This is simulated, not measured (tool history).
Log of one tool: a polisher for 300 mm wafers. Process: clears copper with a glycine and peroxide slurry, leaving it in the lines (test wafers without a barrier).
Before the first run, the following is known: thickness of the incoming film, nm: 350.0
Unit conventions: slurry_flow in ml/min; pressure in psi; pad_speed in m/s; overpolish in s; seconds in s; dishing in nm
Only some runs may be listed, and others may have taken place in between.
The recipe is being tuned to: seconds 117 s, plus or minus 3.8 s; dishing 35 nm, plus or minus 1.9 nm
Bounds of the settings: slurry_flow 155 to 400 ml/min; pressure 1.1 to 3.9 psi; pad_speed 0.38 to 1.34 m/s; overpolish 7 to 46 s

{"run": 1, "hour": 0.0, "slurry_flow": 255, "pressure": 2.5, "pad_speed": 0.86, "overpolish": 24, "seconds": 88.305, "dishing": 55.024}
{"run": 2, "hour": 1.1, "slurry_flow": 205, "pressure": 2.5, "pad_speed": 0.86, "overpolish": 24, "seconds": 92.06, "dishing": 53.679}
{"run": 3, "hour": 6.9, "slurry_flow": 205, "pressure": 2.3, "pad_speed": 0.86, "overpolish": 22, "seconds": 97.062, "dishing": 48.952}
{"run": 4, "hour": 12.8, "slurry_flow": 205, "pressure": 2.2, "pad_speed": 0.86, "overpolish": 20, "seconds": 100.23, "dishing": 43.732}
{"run": 5, "hour": 13.9, "slurry_flow": 205, "pressure": 2.1, "pad_speed": 0.86, "overpolish": 19, "seconds": 102.33, "dishing": 40.331}
{"run": 6, "hour": 21.6, "slurry_flow": 180, "pressure": 2.1, "pad_speed": 0.86, "overpolish": 19, "seconds": 106.69, "dishing": 40.161}
{"run": 7, "hour": 28.2, "slurry_flow": 180, "pressure": 2, "pad_speed": 0.86, "overpolish": 19, "seconds": 112.53, "dishing": 37.255}
{"run": 8, "hour": 35.3, "slurry_flow": 175, "pressure": 2, "pad_speed": 0.86, "overpolish": 19, "seconds": 110.94, "dishing": 37.929}
{"run": 9, "hour": 44.1, "slurry_flow": 170, "pressure": 1.9, "pad_speed": 0.86, "overpolish": 19, "seconds": 116.27, "dishing": 36.774}

Pick the move, out of 4, that brings all results within their allowed miss; only one does.
{"run": "A", "hour": 52.9, "slurry_flow": 180, "pressure": 1.9, "pad_speed": 0.82, "overpolish": 15, "seconds": "?", "dishing": "?"}
{"run": "B", "hour": 52.9, "slurry_flow": 155, "pressure": 2, "pad_speed": 0.82, "overpolish": 20, "seconds": "?", "dishing": "?"}
{"run": "C", "hour": 52.9, "slurry_flow": 240, "pressure": 1.4, "pad_speed": 0.94, "overpolish": 23, "seconds": "?", "dishing": "?"}
{"run": "D", "hour": 52.9, "slurry_flow": 205, "pressure": 1.5, "pad_speed": 1.04, "overpolish": 18, "seconds": "?", "dishing": "?"}

move=A seconds=119.13 dishing=29.214
move=B seconds=118.07 dishing=37.436
move=C seconds=128.7 dishing=38.079
move=D seconds=116.57 dishing=33.948
A: moves the result that the last run missed by most past its target, out the other side
B: moves away from the targets compared with the last run
C: moves away from the targets compared with the last run
D: all results land within tolerance of their targets
Go with D: it meets all targets.

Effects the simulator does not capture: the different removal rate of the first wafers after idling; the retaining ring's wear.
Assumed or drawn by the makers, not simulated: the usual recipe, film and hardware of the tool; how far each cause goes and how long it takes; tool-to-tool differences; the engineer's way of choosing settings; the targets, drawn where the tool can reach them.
